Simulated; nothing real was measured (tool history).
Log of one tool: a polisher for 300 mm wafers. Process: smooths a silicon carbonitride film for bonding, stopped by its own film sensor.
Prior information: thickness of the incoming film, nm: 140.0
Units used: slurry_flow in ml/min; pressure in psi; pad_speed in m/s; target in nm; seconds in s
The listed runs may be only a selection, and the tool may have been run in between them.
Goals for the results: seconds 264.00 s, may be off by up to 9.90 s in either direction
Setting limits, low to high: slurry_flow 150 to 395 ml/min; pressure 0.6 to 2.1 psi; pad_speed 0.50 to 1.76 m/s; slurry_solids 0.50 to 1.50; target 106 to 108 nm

run 1 day=0.000 | slurry_flow=250 pressure=1.3 pad_speed=1.12 slurry_solids=1.00 target=108 | seconds=159.96
run 2 day=0.033 | slurry_flow=220 pressure=1.3 pad_speed=1.12 slurry_solids=1.00 target=108 | seconds=161.30
run 3 day=0.304 | slurry_flow=240 pressure=1.3 pad_speed=1.12 slurry_solids=1.00 target=108 | seconds=162.86
run 4 day=0.446 | slurry_flow=240 pressure=1.1 pad_speed=1.12 slurry_solids=1.00 target=108 | seconds=192.30
run 5 day=0.721 | slurry_flow=240 pressure=0.8 pad_speed=1.12 slurry_solids=1.00 target=108 | seconds=246.23
run 6 day=1.067 | slurry_flow=240 pressure=0.7 pad_speed=1.12 slurry_solids=1.00 target=108 | seconds=278.48
run 7 day=1.362 | slurry_flow=240 pressure=0.8 pad_speed=1.12 slurry_solids=1.00 target=108 | seconds=250.14
run 8 day=1.562 | slurry_flow=240 pressure=0.7 pad_speed=1.12 slurry_solids=1.00 target=108 | seconds=275.33
run 9 day=1.788 | slurry_flow=240 pressure=0.7 pad_speed=1.12 slurry_solids=1.05 target=108 | seconds=275.14

Pick the move, out of 4, that brings all results within their allowed miss; only one does.
run A day=2.012 | slurry_flow=250 pressure=0.6 pad_speed=1.22 slurry_solids=1.10 target=108 | seconds=?
run B day=2.012 | slurry_flow=240 pressure=0.9 pad_speed=1.02 slurry_solids=1.00 target=108 | seconds=?
run C day=2.012 | slurry_flow=180 pressure=0.9 pad_speed=1.10 slurry_solids=0.90 target=106 | seconds=?
run D day=2.012 | slurry_flow=240 pressure=0.9 pad_speed=0.98 slurry_solids=1.10 target=108 | seconds=?

move=A seconds=282.31
move=B seconds=238.93
move=C seconds=256.44
move=D seconds=240.35
A: further off than the last run
B: pushes the last run's worst result past its target
C: all results land within tolerance of their targets
D: pushes the last run's worst result past its target
Answer: C
